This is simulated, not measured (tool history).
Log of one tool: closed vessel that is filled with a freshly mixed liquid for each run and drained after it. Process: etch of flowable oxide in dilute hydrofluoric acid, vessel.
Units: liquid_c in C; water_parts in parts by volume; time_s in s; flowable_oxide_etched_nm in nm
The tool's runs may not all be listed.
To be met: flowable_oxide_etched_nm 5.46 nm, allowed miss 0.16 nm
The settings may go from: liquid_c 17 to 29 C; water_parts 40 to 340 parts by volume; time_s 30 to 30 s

Run 1, hour 0: liquid_c 21 C, water_parts 190 parts by volume, time_s 30 s. Result: flowable_oxide_etched_nm 6.2232 nm.
Run 2, hour 1.9: liquid_c 20.5 C, water_parts 190 parts by volume, time_s 30 s. Result: flowable_oxide_etched_nm 6.1308 nm.
Run 3, hour 11.1: liquid_c 20.5 C, water_parts 190 parts by volume, time_s 30 s. Result: flowable_oxide_etched_nm 6.151 nm.
Run 4, hour 18.6: liquid_c 20.5 C, water_parts 190 parts by volume, time_s 30 s. Result: flowable_oxide_etched_nm 6.1678 nm.
Run 5, hour 23.8: liquid_c 20 C, water_parts 190 parts by volume, time_s 30 s. Result: flowable_oxide_etched_nm 6.0233 nm.
Run 6, hour 24.8: liquid_c 19.5 C, water_parts 190 parts by volume, time_s 30 s. Result: flowable_oxide_etched_nm 6.0137 nm.
Run 7, hour 33.7: liquid_c 19 C, water_parts 190 parts by volume, time_s 30 s. Result: flowable_oxide_etched_nm 5.893 nm.
Run 8, hour 39.2: liquid_c 18.5 C, water_parts 190 parts by volume, time_s 30 s. Result: flowable_oxide_etched_nm 5.7443 nm.

5 next moves are on the table. One of them brings every result within its allowed miss. Which?
Run A, hour 44.7: liquid_c 17.5 C, water_parts 205 parts by volume, time_s 30 s. Result: flowable_oxide_etched_nm ?.
Run B, hour 44.7: liquid_c 17 C, water_parts 200 parts by volume, time_s 30 s. Result: flowable_oxide_etched_nm ?.
Run C, hour 44.7: liquid_c 19 C, water_parts 215 parts by volume, time_s 30 s. Result: flowable_oxide_etched_nm ?.
Run D, hour 44.7: liquid_c 17.5 C, water_parts 190 parts by volume, time_s 30 s. Result: flowable_oxide_etched_nm ?.
Run E, hour 44.7: liquid_c 18 C, water_parts 205 parts by volume, time_s 30 s. Result: flowable_oxide_etched_nm ?.

move  flowable_oxide_etched_nm
   A                    4.9584
   B                    5.0053
   C                    4.9671
   D                    5.4249
   E                    5.0572
A: takes the result that was furthest off past its target
B: takes the result that was furthest off past its target
C: takes the result that was furthest off past its target
D: meets every target
E: takes the result that was furthest off past its target
Move D is the one to make.
